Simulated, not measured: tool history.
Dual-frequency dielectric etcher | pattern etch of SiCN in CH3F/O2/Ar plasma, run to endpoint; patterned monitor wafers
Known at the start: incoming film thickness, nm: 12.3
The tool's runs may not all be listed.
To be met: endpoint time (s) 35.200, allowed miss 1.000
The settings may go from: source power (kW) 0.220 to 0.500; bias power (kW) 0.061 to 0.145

run 1 hour=0.0 | source_power_(kW)=0.360 bias_power_(kW)=0.103 | endpoint_time_(s)=28.810
run 2 hour=6.0 | source_power_(kW)=0.320 bias_power_(kW)=0.103 | endpoint_time_(s)=29.941
run 3 hour=7.9 | source_power_(kW)=0.370 bias_power_(kW)=0.103 | endpoint_time_(s)=28.750
run 4 hour=11.4 | source_power_(kW)=0.340 bias_power_(kW)=0.103 | endpoint_time_(s)=29.333
run 5 hour=12.5 | source_power_(kW)=0.380 bias_power_(kW)=0.103 | endpoint_time_(s)=28.467
run 6 hour=15.0 | source_power_(kW)=0.350 bias_power_(kW)=0.096 | endpoint_time_(s)=29.954
run 7 hour=22.2 | source_power_(kW)=0.330 bias_power_(kW)=0.091 | endpoint_time_(s)=30.792
run 8 hour=25.4 | source_power_(kW)=0.260 bias_power_(kW)=0.070 | endpoint_time_(s)=36.405

4 next moves are on the table. One of them brings every result within its allowed miss. Which?
run A hour=28.6 | source_power_(kW)=0.220 bias_power_(kW)=0.068 | endpoint_time_(s)=?
run B hour=28.6 | source_power_(kW)=0.260 bias_power_(kW)=0.076 | endpoint_time_(s)=?
run C hour=28.6 | source_power_(kW)=0.230 bias_power_(kW)=0.068 | endpoint_time_(s)=?
run D hour=28.6 | source_power_(kW)=0.220 bias_power_(kW)=0.061 | endpoint_time_(s)=?

move=A endpoint_time_(s)=38.233
move=B endpoint_time_(s)=35.136
move=C endpoint_time_(s)=37.770
move=D endpoint_time_(s)=39.647
A: further off than the last run
B: meets every target
C: further off than the last run
D: further off than the last run
Move B is the one to make.
